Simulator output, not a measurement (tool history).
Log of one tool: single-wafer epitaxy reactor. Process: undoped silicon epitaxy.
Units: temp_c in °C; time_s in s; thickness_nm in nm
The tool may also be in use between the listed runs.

run,day,temp_c,time_s,thickness_nm
1,0,645,253,40.279
2,0.312,650,253,44.073
3,0.462,658,253,51.752
4,0.596,650,253,43.977
5,0.804,644,252,38.873
6,1.05,640,252,36.104
7,1.171,637,252,34.067

Run 8 comes next. What will it give?
8,1.217,635,252,?

thickness_nm: 32.579 nm

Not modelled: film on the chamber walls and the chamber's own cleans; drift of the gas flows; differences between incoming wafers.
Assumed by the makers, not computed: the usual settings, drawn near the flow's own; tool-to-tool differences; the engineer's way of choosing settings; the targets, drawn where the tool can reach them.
